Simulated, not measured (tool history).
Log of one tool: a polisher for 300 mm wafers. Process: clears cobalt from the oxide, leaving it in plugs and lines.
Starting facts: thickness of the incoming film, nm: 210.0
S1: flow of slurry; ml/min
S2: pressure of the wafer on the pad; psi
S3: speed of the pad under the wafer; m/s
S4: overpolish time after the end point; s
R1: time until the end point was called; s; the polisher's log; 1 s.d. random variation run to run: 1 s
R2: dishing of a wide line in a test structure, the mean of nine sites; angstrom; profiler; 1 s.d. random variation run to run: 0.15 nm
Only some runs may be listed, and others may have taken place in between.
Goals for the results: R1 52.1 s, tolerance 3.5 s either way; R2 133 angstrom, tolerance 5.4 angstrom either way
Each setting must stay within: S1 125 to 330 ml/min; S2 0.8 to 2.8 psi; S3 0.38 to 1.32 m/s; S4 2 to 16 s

| run | hour | S1 | S2 | S3 | S4 | R1 | R2 |
|---|---|---|---|---|---|---|---|
| 1 | 0 | 210 | 1.8 | 0.84 | 8 | 43.322 | 257.2 |
| 2 | 6 | 210 | 2.1 | 0.84 | 8 | 37.219 | 268.87 |
| 3 | 13.2 | 210 | 2.1 | 0.8 | 7 | 39.938 | 249.27 |
| 4 | 16.3 | 200 | 2 | 0.8 | 6 | 42.098 | 214.24 |
| 5 | 24.9 | 200 | 2 | 0.8 | 5 | 41.8 | 186.79 |
| 6 | 30.7 | 200 | 1.9 | 0.8 | 5 | 43.38 | 183.56 |
| 7 | 35 | 200 | 1.8 | 0.8 | 5 | 44.894 | 176.79 |
| 8 | 36.9 | 200 | 1.7 | 0.8 | 5 | 47.042 | 175.71 |

4 next moves are on the table. One of them brings every result within its allowed miss. Which?
| A | 38.8 | 240 | 1.7 | 0.7 | 4 | ? | ? |
| B | 38.8 | 195 | 1.7 | 0.82 | 8 | ? | ? |
| C | 38.8 | 245 | 1.8 | 0.86 | 9 | ? | ? |
| D | 38.8 | 200 | 1.5 | 0.86 | 8 | ? | ? |

| move | R1 | R2 |
|---|---|---|
| A | 51.605 | 134.83 |
| B | 45.534 | 249.77 |
| C | 40.523 | 288.48 |
| D | 47.182 | 244.05 |
A: all results in spec
B: further off than the last run
C: further off than the last run
D: further off than the last run
So the answer is move A, the one that meets all the targets.
